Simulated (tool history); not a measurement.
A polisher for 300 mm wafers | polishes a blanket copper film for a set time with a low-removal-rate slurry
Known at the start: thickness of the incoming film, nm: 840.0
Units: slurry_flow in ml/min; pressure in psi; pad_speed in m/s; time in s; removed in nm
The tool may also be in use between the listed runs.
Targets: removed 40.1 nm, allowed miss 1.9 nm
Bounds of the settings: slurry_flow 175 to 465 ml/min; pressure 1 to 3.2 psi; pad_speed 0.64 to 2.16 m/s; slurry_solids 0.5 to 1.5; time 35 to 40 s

| run | hour | slurry_flow | pressure | pad_speed | slurry_solids | time | removed |
|---|---|---|---|---|---|---|---|
| 1 | 0 | 295 | 2.1 | 1.4 | 1 | 40 | 100.67 |
| 2 | 2 | 295 | 2.1 | 1.72 | 1 | 40 | 125.19 |
| 3 | 6.2 | 260 | 2.1 | 1.72 | 1 | 40 | 124.64 |
| 4 | 9.4 | 260 | 2.1 | 1.72 | 1 | 35 | 110.08 |
| 5 | 15 | 245 | 1.8 | 1.52 | 1 | 35 | 83.128 |
| 6 | 17.8 | 245 | 1.8 | 1.34 | 1 | 35 | 74.858 |
| 7 | 20.4 | 240 | 1.6 | 1.24 | 1 | 35 | 62.217 |
| 8 | 25.3 | 235 | 1.4 | 1.18 | 1 | 35 | 53.379 |
| 9 | 31.9 | 235 | 1.3 | 1.16 | 1 | 35 | 50.084 |
| 10 | 38.6 | 235 | 1.3 | 1.16 | 1 | 35 | 49.72 |
| 11 | 40.3 | 235 | 1.2 | 1.14 | 1 | 35 | 45.841 |
| 12 | 41.4 | 235 | 1.1 | 1.14 | 1 | 35 | 42.363 |

Which of these 5 next moves meets every target?
| A | 42.5 | 300 | 1.1 | 1.02 | 0.9 | 40 | ? |
| B | 42.5 | 350 | 1.7 | 0.84 | 0.95 | 35 | ? |
| C | 42.5 | 280 | 1.2 | 1 | 1.2 | 36 | ? |
| D | 42.5 | 230 | 1.3 | 1.1 | 0.85 | 37 | ? |
| E | 42.5 | 245 | 1.2 | 0.94 | 1.15 | 35 | ? |

| move | removed |
|---|---|
| A | 44.235 |
| B | 46.689 |
| C | 45.417 |
| D | 47.657 |
| E | 40.497 |
A: further off than the last run
B: further off than the last run
C: further off than the last run
D: further off than the last run
E: meets every target
Answer: E
